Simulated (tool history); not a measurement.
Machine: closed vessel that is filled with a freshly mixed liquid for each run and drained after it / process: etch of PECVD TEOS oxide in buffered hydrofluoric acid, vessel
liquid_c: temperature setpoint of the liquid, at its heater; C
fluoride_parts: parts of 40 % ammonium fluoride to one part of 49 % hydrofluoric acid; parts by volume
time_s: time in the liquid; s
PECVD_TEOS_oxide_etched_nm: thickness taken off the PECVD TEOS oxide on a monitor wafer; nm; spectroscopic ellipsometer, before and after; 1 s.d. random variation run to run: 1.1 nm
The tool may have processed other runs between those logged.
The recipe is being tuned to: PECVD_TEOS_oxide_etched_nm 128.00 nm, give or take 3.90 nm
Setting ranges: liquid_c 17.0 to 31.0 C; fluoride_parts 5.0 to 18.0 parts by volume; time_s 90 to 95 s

run,day,liquid_c,fluoride_parts,time_s,PECVD_TEOS_oxide_etched_nm
1,0.000,23.0,11.0,90,146.82
2,0.250,19.5,11.0,90,123.44
3,0.425,17.0,11.0,90,103.34
4,0.562,18.0,11.0,90,111.64
5,0.692,17.0,11.0,90,104.46
6,0.892,17.0,11.0,90,105.47
7,1.092,18.0,11.0,90,110.12
8,1.325,19.0,11.0,90,117.67
9,1.667,19.5,11.0,90,119.61
10,1.829,19.5,11.0,90,120.42

Exercise: of the 5 proposed moves below, exactly one satisfies all targets within the stated allowed misses. Which move is it?
A,1.992,18.5,11.5,90,?
B,1.992,20.5,11.5,95,?
C,1.992,17.5,11.0,95,?
D,1.992,19.5,9.5,90,?
E,1.992,20.5,11.0,95,?

move,PECVD_TEOS_oxide_etched_nm
A,108.05
B,127.62
C,112.54
D,135.31
E,133.28
A: the biggest miss grows against the last run
B: each result inside its tolerance
C: the biggest miss grows against the last run
D: takes the result that was furthest off past its target
E: takes the result that was furthest off past its target
The move that meets every target is B.
